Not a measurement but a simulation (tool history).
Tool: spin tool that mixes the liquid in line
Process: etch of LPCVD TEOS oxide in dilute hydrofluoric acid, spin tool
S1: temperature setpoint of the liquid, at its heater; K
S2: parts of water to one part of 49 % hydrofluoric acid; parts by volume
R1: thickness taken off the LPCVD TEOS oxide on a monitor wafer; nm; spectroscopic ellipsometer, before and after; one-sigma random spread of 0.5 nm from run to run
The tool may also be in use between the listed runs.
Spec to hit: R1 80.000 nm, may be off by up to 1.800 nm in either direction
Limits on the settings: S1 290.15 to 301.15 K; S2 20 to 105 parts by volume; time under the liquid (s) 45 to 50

{"run": 1, "day": 0.0, "S1": 293.15, "S2": 55, "time under the liquid (s)": 45, "R1": 24.444}
{"run": 2, "day": 0.046, "S1": 294.65, "S2": 50, "time under the liquid (s)": 45, "R1": 28.999}
{"run": 3, "day": 0.254, "S1": 291.65, "S2": 50, "time under the liquid (s)": 45, "R1": 25.571}
{"run": 4, "day": 0.512, "S1": 291.65, "S2": 50, "time under the liquid (s)": 50, "R1": 28.353}
{"run": 5, "day": 0.583, "S1": 290.15, "S2": 50, "time under the liquid (s)": 50, "R1": 26.335}
{"run": 6, "day": 0.646, "S1": 292.15, "S2": 45, "time under the liquid (s)": 50, "R1": 32.588}
{"run": 7, "day": 0.775, "S1": 293.65, "S2": 40, "time under the liquid (s)": 50, "R1": 38.864}
{"run": 8, "day": 0.888, "S1": 295.15, "S2": 35, "time under the liquid (s)": 50, "R1": 47.722}
{"run": 9, "day": 1.133, "S1": 296.15, "S2": 35, "time under the liquid (s)": 50, "R1": 49.227}
{"run": 10, "day": 1.371, "S1": 297.15, "S2": 35, "time under the liquid (s)": 50, "R1": 51.9}
{"run": 11, "day": 1.588, "S1": 297.65, "S2": 35, "time under the liquid (s)": 50, "R1": 52.793}
{"run": 12, "day": 1.725, "S1": 298.15, "S2": 35, "time under the liquid (s)": 50, "R1": 54.282}

Consider the 4 candidate settings below. Which is the only one whose results all fall within their allowed miss of target?
{"run": "A", "day": 1.862, "S1": 299.15, "S2": 25, "time under the liquid (s)": 50, "R1": "?"}
{"run": "B", "day": 1.862, "S1": 295.15, "S2": 20, "time under the liquid (s)": 50, "R1": "?"}
{"run": "C", "day": 1.862, "S1": 298.15, "S2": 25, "time under the liquid (s)": 50, "R1": "?"}
{"run": "D", "day": 1.862, "S1": 296.15, "S2": 40, "time under the liquid (s)": 45, "R1": "?"}

move=A R1=79.786
move=B R1=84.840
move=C R1=76.537
move=D R1=38.811
A: all results land within tolerance of their targets
B: takes the biggest miss from the last run beyond its target
C: nearer than the last run, and not there yet
D: moves away from the targets compared with the last run
Answer: A
